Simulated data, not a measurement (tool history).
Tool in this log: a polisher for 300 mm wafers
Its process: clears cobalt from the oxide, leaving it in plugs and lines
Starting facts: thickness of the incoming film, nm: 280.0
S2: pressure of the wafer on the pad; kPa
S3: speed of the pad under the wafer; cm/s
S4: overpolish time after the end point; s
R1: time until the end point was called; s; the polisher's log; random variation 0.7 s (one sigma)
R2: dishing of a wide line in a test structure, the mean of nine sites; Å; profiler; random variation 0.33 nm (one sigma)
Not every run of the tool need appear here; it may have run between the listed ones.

{"run": 1, "hour": 0.0, "flow of slurry (ml/min)": 270, "S2": 14.5, "S3": 118, "S4": 9, "R1": 42.113, "R2": 422.49}
{"run": 2, "hour": 3.4, "flow of slurry (ml/min)": 270, "S2": 14.5, "S3": 118, "S4": 8, "R1": 42.455, "R2": 388.84}
{"run": 3, "hour": 4.7, "flow of slurry (ml/min)": 270, "S2": 14.5, "S3": 140, "S4": 8, "R1": 36.019, "R2": 436.4}
{"run": 4, "hour": 12.4, "flow of slurry (ml/min)": 270, "S2": 16.5, "S3": 140, "S4": 8, "R1": 32.707, "R2": 477.84}
{"hour": 15.9, "done": "head pressure recalibrated"}
{"run": 5, "hour": 15.9, "flow of slurry (ml/min)": 270, "S2": 15.2, "S3": 140, "S4": 7, "R1": 32.533, "R2": 434.89}
{"run": 6, "hour": 18.7, "flow of slurry (ml/min)": 270, "S2": 15.2, "S3": 126, "S4": 7, "R1": 35.16, "R2": 396.1}
{"run": 7, "hour": 23.6, "flow of slurry (ml/min)": 270, "S2": 13.8, "S3": 124, "S4": 7, "R1": 38.869, "R2": 377.04}
{"run": 8, "hour": 31.6, "flow of slurry (ml/min)": 270, "S2": 13.1, "S3": 124, "S4": 7, "R1": 41.481, "R2": 358.39}

Run 9, settings as shown, results not yet in. Your forecast:
{"run": 9, "hour": 40.0, "flow of slurry (ml/min)": 270, "S2": 12.4, "S3": 124, "S4": 7, "R1": "?", "R2": "?"}

R1: 42.891 s
R2: 347.04 Å
